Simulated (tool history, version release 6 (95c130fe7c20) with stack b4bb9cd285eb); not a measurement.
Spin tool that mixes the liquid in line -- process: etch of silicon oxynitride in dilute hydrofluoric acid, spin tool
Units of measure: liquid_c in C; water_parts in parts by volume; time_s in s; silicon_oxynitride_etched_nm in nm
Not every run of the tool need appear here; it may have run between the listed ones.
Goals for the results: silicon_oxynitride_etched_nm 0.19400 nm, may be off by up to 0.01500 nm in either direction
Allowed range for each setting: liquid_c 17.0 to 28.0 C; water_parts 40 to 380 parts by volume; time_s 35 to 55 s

Run 1, hour 0.0: liquid_c 20.0 C, water_parts 210 parts by volume, time_s 55 s. Result: silicon_oxynitride_etched_nm 0.23827 nm.
Run 2, hour 5.2: liquid_c 20.0 C, water_parts 210 parts by volume, time_s 55 s. Result: silicon_oxynitride_etched_nm 0.24104 nm.
Run 3, hour 12.3: liquid_c 19.5 C, water_parts 215 parts by volume, time_s 55 s. Result: silicon_oxynitride_etched_nm 0.23332 nm.
Run 4, hour 13.2: liquid_c 19.5 C, water_parts 215 parts by volume, time_s 55 s. Result: silicon_oxynitride_etched_nm 0.22966 nm.
Run 5, hour 19.7: liquid_c 19.0 C, water_parts 220 parts by volume, time_s 55 s. Result: silicon_oxynitride_etched_nm 0.22245 nm.
Run 6, hour 28.7: liquid_c 22.5 C, water_parts 220 parts by volume, time_s 55 s. Result: silicon_oxynitride_etched_nm 0.26811 nm.
Run 7, hour 36.9: liquid_c 21.5 C, water_parts 225 parts by volume, time_s 55 s. Result: silicon_oxynitride_etched_nm 0.23191 nm.
Run 8, hour 38.8: liquid_c 21.0 C, water_parts 230 parts by volume, time_s 55 s. Result: silicon_oxynitride_etched_nm 0.22692 nm.

Exactly one of the 4 candidate moves below puts every result within its allowed miss. Which one?
Run A, hour 40.7: liquid_c 19.5 C, water_parts 205 parts by volume, time_s 55 s. Result: silicon_oxynitride_etched_nm ?.
Run B, hour 40.7: liquid_c 19.5 C, water_parts 255 parts by volume, time_s 55 s. Result: silicon_oxynitride_etched_nm ?.
Run C, hour 40.7: liquid_c 17.5 C, water_parts 205 parts by volume, time_s 55 s. Result: silicon_oxynitride_etched_nm ?.
Run D, hour 40.7: liquid_c 20.5 C, water_parts 230 parts by volume, time_s 55 s. Result: silicon_oxynitride_etched_nm ?.

move  silicon_oxynitride_etched_nm
   A                       0.24291
   B                       0.18952
   C                       0.22080
   D                       0.22339
A: its largest miss is bigger than the last run's
B: every result within its allowed miss
C: gains on the last run, yet a result remains outside its allowed miss
D: gains on the last run, yet a result remains outside its allowed miss
The right move is B.

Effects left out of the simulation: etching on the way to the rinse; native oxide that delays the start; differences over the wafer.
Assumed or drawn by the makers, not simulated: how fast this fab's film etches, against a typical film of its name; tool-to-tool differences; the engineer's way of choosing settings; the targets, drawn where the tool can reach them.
